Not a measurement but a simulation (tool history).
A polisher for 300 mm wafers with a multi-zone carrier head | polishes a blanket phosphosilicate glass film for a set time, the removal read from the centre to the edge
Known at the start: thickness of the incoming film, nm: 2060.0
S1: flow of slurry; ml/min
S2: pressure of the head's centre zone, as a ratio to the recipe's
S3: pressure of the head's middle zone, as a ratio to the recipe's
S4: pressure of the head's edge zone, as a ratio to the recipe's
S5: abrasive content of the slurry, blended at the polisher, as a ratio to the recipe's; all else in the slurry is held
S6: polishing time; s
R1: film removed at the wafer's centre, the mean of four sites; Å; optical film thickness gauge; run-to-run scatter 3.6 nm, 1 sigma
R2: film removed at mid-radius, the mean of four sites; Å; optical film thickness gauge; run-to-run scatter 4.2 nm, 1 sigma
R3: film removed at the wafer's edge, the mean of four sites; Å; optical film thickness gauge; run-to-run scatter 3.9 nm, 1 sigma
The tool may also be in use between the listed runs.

run	hour	S1	S2	S3	S4	S5	S6	R1	R2	R3
1	0	180	1	1	1	1	61	3794.2	3850.1	4010.8
2	8.9	180	1.07	1	1	1	61	4191.7	3841.1	4090.9
3	12.4	195	1.06	1.01	1.05	1	61	4060.4	4001.5	4213
4	13.6	195	1.06	1.01	1.05	1	68	4629.6	4486.5	4618.1
5	20.1	195	1.06	0.98	1.05	1	68	4613.7	4370	4700.3
6	28.8	190	1.05	0.98	1.06	1	68	4571.1	4239.3	4635.6
# hour 37.8: edge zone pressure recalibrated
7	37.8	190	1.05	0.98	1.06	1	68	4557.5	4227.9	4497.8

Predict the results of run 8:
8	44.9	200	1.02	0.96	1.07	1.05	68	?	?	?

R1: 4543.7 Å
R2: 4266.3 Å
R3: 4603.9 Å
